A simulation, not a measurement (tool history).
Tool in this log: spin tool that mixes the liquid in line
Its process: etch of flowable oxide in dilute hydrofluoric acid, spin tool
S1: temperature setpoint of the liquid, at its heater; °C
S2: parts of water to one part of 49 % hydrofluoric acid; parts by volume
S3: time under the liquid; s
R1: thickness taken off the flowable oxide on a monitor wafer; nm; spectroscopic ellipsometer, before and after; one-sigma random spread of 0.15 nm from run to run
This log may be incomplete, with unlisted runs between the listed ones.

{"run": 1, "hour": 0.0, "S1": 24.0, "S2": 185, "S3": 80, "R1": 15.778}
{"run": 2, "hour": 8.5, "S1": 24.0, "S2": 220, "S3": 80, "R1": 12.641}
{"run": 3, "hour": 14.5, "S1": 22.0, "S2": 220, "S3": 80, "R1": 11.83}
{"run": 4, "hour": 20.6, "S1": 24.5, "S2": 220, "S3": 80, "R1": 12.961}
{"run": 5, "hour": 22.1, "S1": 26.5, "S2": 215, "S3": 80, "R1": 14.374}
{"run": 6, "hour": 26.9, "S1": 28.0, "S2": 215, "S3": 80, "R1": 15.097}
{"run": 7, "hour": 31.9, "S1": 29.0, "S2": 210, "S3": 80, "R1": 16.339}
{"run": 8, "hour": 39.7, "S1": 30.0, "S2": 205, "S3": 80, "R1": 17.162}

Run 9, settings as shown, results not yet in. Your forecast:
{"run": 9, "hour": 45.6, "S1": 32.0, "S2": 190, "S3": 80, "R1": "?"}

R1: 20.316 nm
